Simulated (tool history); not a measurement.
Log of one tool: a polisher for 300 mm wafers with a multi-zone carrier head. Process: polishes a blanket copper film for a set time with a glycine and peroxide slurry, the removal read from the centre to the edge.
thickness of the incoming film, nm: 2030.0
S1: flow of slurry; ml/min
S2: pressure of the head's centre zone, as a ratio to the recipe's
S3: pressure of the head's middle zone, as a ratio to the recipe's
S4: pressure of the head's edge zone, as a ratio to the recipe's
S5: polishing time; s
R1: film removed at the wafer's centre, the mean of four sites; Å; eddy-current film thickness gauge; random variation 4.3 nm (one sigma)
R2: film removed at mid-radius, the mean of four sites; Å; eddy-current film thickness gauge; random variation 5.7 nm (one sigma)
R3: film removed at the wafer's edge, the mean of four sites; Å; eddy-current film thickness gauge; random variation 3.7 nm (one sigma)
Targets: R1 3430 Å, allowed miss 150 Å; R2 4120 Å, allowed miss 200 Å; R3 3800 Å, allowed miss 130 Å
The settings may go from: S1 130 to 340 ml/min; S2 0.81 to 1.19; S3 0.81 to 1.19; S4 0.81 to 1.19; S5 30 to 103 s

run  hour   S1    S2    S3    S4  S5      R1      R2      R3
  1     0  220     1     1     1  66    3070  2925.8  2883.2
  2   1.8  220  0.99  1.02  1.01  67  3089.3  3068.3  2970.6
  3   6.4  220  1.04  1.02  1.01  67  3120.9  3044.7  2978.8
  4  10.1  220  1.04  0.98  1.01  67  3126.4  2950.1  3035.9
  5  18.4  220  1.04  0.98  1.08  67  3199.8  2969.8  3098.6
  6  23.1  220  1.04  0.98  1.08  73  3450.7  3178.1  3399.6
  7    30  215  1.02     1  1.09  74    3462  3365.1  3481.7
  8  35.3  230  0.94   1.1  1.18  76  3306.4  3682.1    3739
  9  41.1  230  0.94  1.11  1.18  76  3320.9  3800.6    3691

4 next moves are on the table. One of them brings every result within its allowed miss. Which?
  A  46.9  205  0.92  1.06  1.16  76   ?   ?   ?
  B  46.9  265  0.93  1.16  1.16  78   ?   ?   ?
  C  46.9  300  1.07  1.13  1.05  74   ?   ?   ?
  D  46.9  250  1.11  1.08  1.06  74   ?   ?   ?

move      R1      R2      R3
   A  3202.3  3579.8  3643.1
   B  3433.4    4085  3815.4
   C    3801  3832.3  3474.3
   D  3864.7    3620  3445.7
A: further off than the last run
B: meets every target
C: further off than the last run
D: further off than the last run
The right move is B.
